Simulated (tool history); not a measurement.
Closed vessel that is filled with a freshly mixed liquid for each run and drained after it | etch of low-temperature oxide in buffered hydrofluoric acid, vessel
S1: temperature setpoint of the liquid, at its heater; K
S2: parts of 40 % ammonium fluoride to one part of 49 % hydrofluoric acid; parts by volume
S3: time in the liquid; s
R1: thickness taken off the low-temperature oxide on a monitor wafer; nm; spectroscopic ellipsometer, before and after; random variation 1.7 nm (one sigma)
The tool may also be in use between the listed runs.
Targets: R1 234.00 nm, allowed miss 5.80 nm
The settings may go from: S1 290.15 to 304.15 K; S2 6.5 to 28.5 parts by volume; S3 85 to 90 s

run,day,S1,S2,S3,R1
1,0.000,296.15,17.5,85,335.39
2,0.121,296.15,19.5,85,304.77
3,0.242,296.15,19.5,85,305.02
4,0.467,295.15,19.5,85,290.87
5,0.508,294.65,19.5,85,281.70
6,0.833,294.65,19.5,85,279.90
7,0.938,294.15,19.5,85,270.53
8,1.271,293.65,19.5,85,265.44
9,1.612,293.15,19.5,85,257.27
10,1.692,292.65,19.5,85,251.94
11,1.942,292.65,19.5,85,256.04
12,1.992,292.15,19.5,85,244.28

4 next moves are on the table. One of them brings every result within its allowed miss. Which?
A,2.042,292.15,20.5,85,?
B,2.042,291.65,19.5,90,?
C,2.042,293.15,20.5,85,?
D,2.042,290.65,19.0,90,?

move,R1
A,232.66
B,249.82
C,246.03
D,242.27
A: meets every target
B: further off than the last run
C: further off than the last run
D: nearer than the last run, and not there yet
Answer: A
